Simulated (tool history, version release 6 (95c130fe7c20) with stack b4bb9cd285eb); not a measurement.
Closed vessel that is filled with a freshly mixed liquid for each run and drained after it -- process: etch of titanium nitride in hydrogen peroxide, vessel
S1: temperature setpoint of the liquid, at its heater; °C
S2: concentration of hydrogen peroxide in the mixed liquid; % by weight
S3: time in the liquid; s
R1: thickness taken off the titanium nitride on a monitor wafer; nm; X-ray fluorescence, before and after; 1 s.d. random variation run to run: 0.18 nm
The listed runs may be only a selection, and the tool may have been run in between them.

run 1 hour=0 | S1=56 S2=19 S3=170 | R1=10.719
run 2 hour=2.4 | S1=59.5 S2=19 S3=170 | R1=13.706
run 3 hour=11.1 | S1=60.5 S2=19 S3=170 | R1=14.684
run 4 hour=13.8 | S1=60.5 S2=17.5 S3=170 | R1=14.17
run 5 hour=15 | S1=61 S2=18 S3=170 | R1=15.013
run 6 hour=22.9 | S1=61 S2=16.5 S3=170 | R1=14.694
run 7 hour=29.3 | S1=61 S2=16.5 S3=170 | R1=14.572
run 8 hour=38.6 | S1=61.5 S2=17 S3=170 | R1=15.327
run 9 hour=43.9 | S1=62 S2=17.5 S3=170 | R1=15.76
run 10 hour=51.1 | S1=62 S2=17.5 S3=170 | R1=15.944
run 11 hour=52.6 | S1=62 S2=17.5 S3=170 | R1=15.652

Run 12 comes next. What will it give?
run 12 hour=61.7 | S1=62.5 S2=18 S3=170 | R1=?

Run 12 yielded R1 16.412 nm.
